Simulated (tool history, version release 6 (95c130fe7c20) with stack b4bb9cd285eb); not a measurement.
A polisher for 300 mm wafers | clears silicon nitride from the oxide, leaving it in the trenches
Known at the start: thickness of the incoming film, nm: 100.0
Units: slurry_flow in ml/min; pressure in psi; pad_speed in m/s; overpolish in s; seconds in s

{"run": 1, "hour": 0.0, "slurry_flow": 140, "pressure": 3.4, "pad_speed": 0.92, "overpolish": 48, "seconds": 80.251}
{"run": 2, "hour": 4.6, "slurry_flow": 140, "pressure": 3.5, "pad_speed": 0.92, "overpolish": 48, "seconds": 78.871}
{"run": 3, "hour": 9.8, "slurry_flow": 140, "pressure": 3.1, "pad_speed": 0.92, "overpolish": 48, "seconds": 90.848}
{"run": 4, "hour": 14.7, "slurry_flow": 140, "pressure": 2.2, "pad_speed": 0.92, "overpolish": 48, "seconds": 124.13}
{"run": 5, "hour": 23.3, "slurry_flow": 140, "pressure": 2.5, "pad_speed": 0.92, "overpolish": 48, "seconds": 113.9}
{"run": 6, "hour": 31.4, "slurry_flow": 140, "pressure": 2.5, "pad_speed": 1.1, "overpolish": 48, "seconds": 99.728}

Run 7 comes next. What will it give?
{"run": 7, "hour": 32.7, "slurry_flow": 140, "pressure": 2.7, "pad_speed": 1.1, "overpolish": 48, "seconds": "?"}

Run 7 gave seconds 94.085 s.

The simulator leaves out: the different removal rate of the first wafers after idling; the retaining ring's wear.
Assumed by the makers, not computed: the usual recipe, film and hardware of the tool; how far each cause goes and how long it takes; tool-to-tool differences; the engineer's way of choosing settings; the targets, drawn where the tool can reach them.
